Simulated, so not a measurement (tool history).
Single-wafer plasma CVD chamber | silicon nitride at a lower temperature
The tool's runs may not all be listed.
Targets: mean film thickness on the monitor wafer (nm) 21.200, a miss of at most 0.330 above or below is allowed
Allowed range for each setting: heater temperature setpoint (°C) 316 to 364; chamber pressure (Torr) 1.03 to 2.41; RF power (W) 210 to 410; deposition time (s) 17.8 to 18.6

run  hour  heater temperature setpoint (°C)  chamber pressure (Torr)  RF power (W)  deposition time (s)  mean film thickness on the monitor wafer (nm)
  1   0.0                               340                     1.72           310                 18.6                                         23.033
  2   1.4                               340                     1.60           310                 18.6                                         22.836
  3   9.7                               340                     1.60           345                 18.6                                         24.127
  4  10.6                               340                     1.48           335                 18.6                                         23.350
  5  11.6                               340                     1.76           335                 18.6                                         24.244
  6  12.6                               340                     1.61           325                 18.6                                         23.518
  7  16.8                               340                     1.49           315                 18.6                                         22.755
  8  23.0                               340                     1.41           310                 18.6                                         22.338
  9  27.9                               340                     1.34           305                 18.6                                         21.853

Exercise: of the 5 proposed moves below, exactly one satisfies all targets within the stated allowed misses. Which move is it?
  A  32.8                               342                     1.74           300                 18.6                                              ?
  B  32.8                               337                     1.26           335                 18.6                                              ?
  C  32.8                               343                     1.32           305                 18.1                                              ?
  D  32.8                               344                     1.46           320                 18.0                                              ?
  E  32.8                               335                     1.57           305                 18.6                                              ?

move  mean film thickness on the monitor wafer (nm)
   A                                         22.598
   B                                         22.692
   C                                         21.052
   D                                         21.934
   E                                         22.415
A: lands further from the targets than the last run did
B: lands further from the targets than the last run did
C: every result within its allowed miss
D: lands further from the targets than the last run did
E: lands further from the targets than the last run did
So the answer is move C, the one that meets all the targets.
